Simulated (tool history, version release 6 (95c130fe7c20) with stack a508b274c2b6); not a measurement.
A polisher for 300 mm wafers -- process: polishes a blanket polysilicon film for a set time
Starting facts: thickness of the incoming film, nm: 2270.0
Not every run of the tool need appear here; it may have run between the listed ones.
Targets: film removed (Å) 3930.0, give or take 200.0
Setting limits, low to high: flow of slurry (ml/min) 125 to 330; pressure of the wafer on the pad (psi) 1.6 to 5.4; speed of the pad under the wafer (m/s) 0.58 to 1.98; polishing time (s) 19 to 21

run	hour	flow of slurry (ml/min)	pressure of the wafer on the pad (psi)	speed of the pad under the wafer (m/s)	polishing time (s)	film removed (Å)
1	0.0	210	3.5	1.28	21	3092.7
2	2.0	210	3.5	1.28	21	3081.2
3	10.6	210	3.5	1.16	21	2860.5
4	11.2	210	3.5	1.16	19	2544.4
5	19.4	210	3.5	1.16	21	2707.5
6	20.9	210	3.5	1.02	21	2540.4
7	29.4	215	4.5	1.10	21	3273.1
8	33.3	215	4.6	1.10	21	3338.8
9	39.5	215	4.7	1.10	21	3401.8
10	42.7	215	4.8	1.10	21	3505.1
11	49.9	215	5.2	1.12	21	3811.7

Which one of the following 4 next-run settings gets every result inside its allowed miss? There is exactly one.
A	57.1	205	5.4	1.16	21	?
B	57.1	250	5.1	1.06	21	?
C	57.1	210	5.4	1.06	21	?
D	57.1	260	5.2	1.02	21	?

move	film removed (Å)
A	3965.8
B	3573.7
C	3662.1
D	3520.1
A: all results in spec
B: its largest miss is bigger than the last run's
C: its largest miss is bigger than the last run's
D: its largest miss is bigger than the last run's
The right move is A.
